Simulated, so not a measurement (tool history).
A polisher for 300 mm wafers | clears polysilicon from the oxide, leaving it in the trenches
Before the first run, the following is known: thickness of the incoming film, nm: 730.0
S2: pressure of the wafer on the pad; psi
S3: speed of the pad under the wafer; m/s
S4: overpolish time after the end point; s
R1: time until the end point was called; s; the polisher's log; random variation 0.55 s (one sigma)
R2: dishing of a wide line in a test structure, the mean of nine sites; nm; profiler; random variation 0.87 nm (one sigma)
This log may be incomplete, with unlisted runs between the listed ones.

{"run": 1, "hour": 0.0, "flow of slurry (ml/min)": 175, "S2": 2.8, "S3": 1.18, "S4": 10, "R1": 40.827, "R2": 53.077}
{"run": 2, "hour": 3.2, "flow of slurry (ml/min)": 175, "S2": 3.0, "S3": 1.18, "S4": 10, "R1": 37.285, "R2": 54.122}
{"run": 3, "hour": 11.8, "flow of slurry (ml/min)": 175, "S2": 3.1, "S3": 1.18, "S4": 9, "R1": 37.261, "R2": 52.235}
{"run": 4, "hour": 14.6, "flow of slurry (ml/min)": 175, "S2": 3.2, "S3": 1.18, "S4": 9, "R1": 38.427, "R2": 51.174}
{"run": 5, "hour": 20.1, "flow of slurry (ml/min)": 175, "S2": 3.2, "S3": 1.18, "S4": 5, "R1": 37.443, "R2": 42.941}
{"run": 6, "hour": 27.0, "flow of slurry (ml/min)": 175, "S2": 2.9, "S3": 1.18, "S4": 5, "R1": 40.012, "R2": 43.487}

Estimate the outcome of run 7 from the log above:
{"run": 7, "hour": 28.8, "flow of slurry (ml/min)": 175, "S2": 3.1, "S3": 1.2, "S4": 6, "R1": "?", "R2": "?"}

{"run 7": {"R1": 36.724, "R2": 46.856}}
